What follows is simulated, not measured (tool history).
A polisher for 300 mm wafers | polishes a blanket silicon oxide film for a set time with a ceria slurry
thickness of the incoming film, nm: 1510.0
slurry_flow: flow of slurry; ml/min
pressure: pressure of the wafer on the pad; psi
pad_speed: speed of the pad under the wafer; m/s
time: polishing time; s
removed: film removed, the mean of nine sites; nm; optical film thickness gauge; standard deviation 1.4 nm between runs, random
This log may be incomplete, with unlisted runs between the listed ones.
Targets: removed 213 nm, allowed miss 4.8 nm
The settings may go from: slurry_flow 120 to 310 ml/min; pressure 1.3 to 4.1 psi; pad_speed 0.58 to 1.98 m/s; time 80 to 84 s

run 1 day=0 | slurry_flow=200 pressure=2.7 pad_speed=1.28 time=80 | removed=322.51
run 2 day=0.058 | slurry_flow=200 pressure=2.7 pad_speed=1.58 time=80 | removed=385.95
run 3 day=0.217 | slurry_flow=200 pressure=2.7 pad_speed=1.44 time=80 | removed=359.65
run 4 day=0.308 | slurry_flow=200 pressure=2.2 pad_speed=1.44 time=80 | removed=292.82
run 5 day=0.483 | slurry_flow=190 pressure=2 pad_speed=1.44 time=80 | removed=269.09
run 6 day=0.558 | slurry_flow=190 pressure=2 pad_speed=1.44 time=84 | removed=279.65
run 7 day=0.646 | slurry_flow=180 pressure=1.8 pad_speed=1.44 time=84 | removed=253.44
run 8 day=0.971 | slurry_flow=165 pressure=1.7 pad_speed=1.44 time=84 | removed=235.6
run 9 day=1.204 | slurry_flow=155 pressure=1.7 pad_speed=1.44 time=84 | removed=229.59
run 10 day=1.238 | slurry_flow=145 pressure=1.7 pad_speed=1.44 time=84 | removed=227.14
run 11 day=1.596 | slurry_flow=140 pressure=1.7 pad_speed=1.44 time=84 | removed=226.05
run 12 day=1.788 | slurry_flow=135 pressure=1.7 pad_speed=1.44 time=84 | removed=224.83
run 13 day=2.062 | slurry_flow=130 pressure=1.7 pad_speed=1.44 time=84 | removed=221.12
run 14 day=2.254 | slurry_flow=125 pressure=1.7 pad_speed=1.44 time=84 | removed=220.12

Below are 5 possible settings for the next run. Only one of them brings all results inside the allowed miss of their targets. Which is it?
run A day=2.446 | slurry_flow=140 pressure=1.4 pad_speed=1.56 time=84 | removed=?
run B day=2.446 | slurry_flow=125 pressure=1.7 pad_speed=1.52 time=82 | removed=?
run C day=2.446 | slurry_flow=155 pressure=1.6 pad_speed=1.36 time=81 | removed=?
run D day=2.446 | slurry_flow=200 pressure=1.6 pad_speed=1.3 time=80 | removed=?
run E day=2.446 | slurry_flow=120 pressure=2.1 pad_speed=1.18 time=80 | removed=?

move=A removed=203.45
move=B removed=227.22
move=C removed=201.68
move=D removed=199.99
move=E removed=215.77
A: carries the result that was furthest off beyond its target, to the other side
B: further off than the last run
C: carries the result that was furthest off beyond its target, to the other side
D: carries the result that was furthest off beyond its target, to the other side
E: all results in spec
E is the move that brings every result within its allowed miss.

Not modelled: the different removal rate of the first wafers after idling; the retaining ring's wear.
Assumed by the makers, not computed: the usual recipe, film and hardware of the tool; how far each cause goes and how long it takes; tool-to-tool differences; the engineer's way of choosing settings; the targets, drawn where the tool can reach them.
